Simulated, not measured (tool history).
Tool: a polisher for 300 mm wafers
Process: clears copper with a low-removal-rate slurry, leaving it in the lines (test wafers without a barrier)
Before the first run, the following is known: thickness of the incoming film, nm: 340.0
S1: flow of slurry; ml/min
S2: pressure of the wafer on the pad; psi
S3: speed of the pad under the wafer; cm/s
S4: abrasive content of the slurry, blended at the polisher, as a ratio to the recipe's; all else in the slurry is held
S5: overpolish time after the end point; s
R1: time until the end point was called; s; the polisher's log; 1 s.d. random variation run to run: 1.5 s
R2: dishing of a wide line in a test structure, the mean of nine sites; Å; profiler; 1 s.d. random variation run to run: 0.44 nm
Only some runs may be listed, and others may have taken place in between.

{"run": 1, "day": 0.0, "S1": 245, "S2": 2.7, "S3": 114, "S4": 1, "S5": 19, "R1": 83.872, "R2": 449.9}
{"run": 2, "day": 0.233, "S1": 280, "S2": 2.7, "S3": 114, "S4": 1, "S5": 19, "R1": 84.451, "R2": 464.81}
{"run": 3, "day": 0.417, "S1": 275, "S2": 2.6, "S3": 114, "S4": 1, "S5": 18, "R1": 87.363, "R2": 430.71}
{"run": 4, "day": 0.708, "S1": 275, "S2": 2.6, "S3": 114, "S4": 1.2, "S5": 18, "R1": 81.812, "R2": 458.91}
{"run": 5, "day": 0.938, "S1": 275, "S2": 2.5, "S3": 114, "S4": 1.2, "S5": 17, "R1": 87.933, "R2": 418.42}
{"run": 6, "day": 1.162, "S1": 275, "S2": 2.9, "S3": 114, "S4": 1.2, "S5": 17, "R1": 75.674, "R2": 474.45}
{"run": 7, "day": 1.438, "S1": 275, "S2": 2.7, "S3": 114, "S4": 1.2, "S5": 16, "R1": 80.269, "R2": 430.03}
{"run": 8, "day": 1.538, "S1": 275, "S2": 2.6, "S3": 114, "S4": 1.2, "S5": 15, "R1": 81.12, "R2": 404.15}
{"run": 9, "day": 1.871, "S1": 275, "S2": 2.4, "S3": 114, "S4": 1.2, "S5": 15, "R1": 87.674, "R2": 373.26}
{"run": 10, "day": 1.904, "S1": 275, "S2": 2.3, "S3": 114, "S4": 1.2, "S5": 15, "R1": 90.088, "R2": 367.02}

Run 11 is up next; what results do you expect?
{"run": 11, "day": 2.158, "S1": 275, "S2": 2.2, "S3": 114, "S4": 1.2, "S5": 15, "R1": "?", "R2": "?"}

{"run 11": {"R1": 95.483, "R2": 347.79}}

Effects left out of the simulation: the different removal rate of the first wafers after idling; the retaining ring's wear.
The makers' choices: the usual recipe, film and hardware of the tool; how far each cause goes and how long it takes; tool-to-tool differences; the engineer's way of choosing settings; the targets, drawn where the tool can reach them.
